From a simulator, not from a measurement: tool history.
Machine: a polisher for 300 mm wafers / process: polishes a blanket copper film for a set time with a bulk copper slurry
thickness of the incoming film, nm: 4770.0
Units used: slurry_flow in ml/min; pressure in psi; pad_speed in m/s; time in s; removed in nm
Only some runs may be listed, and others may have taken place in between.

Run 1, hour 0.0: slurry_flow 270 ml/min, pressure 2.9 psi, pad_speed 1.38 m/s, slurry_solids 1.00, time 42 s. Result: removed 453.95 nm.
Run 2, hour 5.0: slurry_flow 270 ml/min, pressure 2.9 psi, pad_speed 1.38 m/s, slurry_solids 1.00, time 42 s. Result: removed 453.49 nm.
Run 3, hour 9.1: slurry_flow 270 ml/min, pressure 2.9 psi, pad_speed 1.38 m/s, slurry_solids 1.15, time 42 s. Result: removed 467.79 nm.
Run 4, hour 12.8: slurry_flow 270 ml/min, pressure 2.3 psi, pad_speed 1.38 m/s, slurry_solids 1.15, time 42 s. Result: removed 382.65 nm.
Run 5, hour 14.6: slurry_flow 270 ml/min, pressure 2.3 psi, pad_speed 1.38 m/s, slurry_solids 1.30, time 42 s. Result: removed 392.25 nm.
Run 6, hour 17.1: slurry_flow 270 ml/min, pressure 2.7 psi, pad_speed 1.38 m/s, slurry_solids 1.30, time 42 s. Result: removed 460.95 nm.

The next listed run, before its measurement:
Run 7, hour 18.1: slurry_flow 270 ml/min, pressure 2.9 psi, pad_speed 1.38 m/s, slurry_solids 1.30, time 42 s. Result: removed ?.

{"run 7": {"removed": 486.94}}
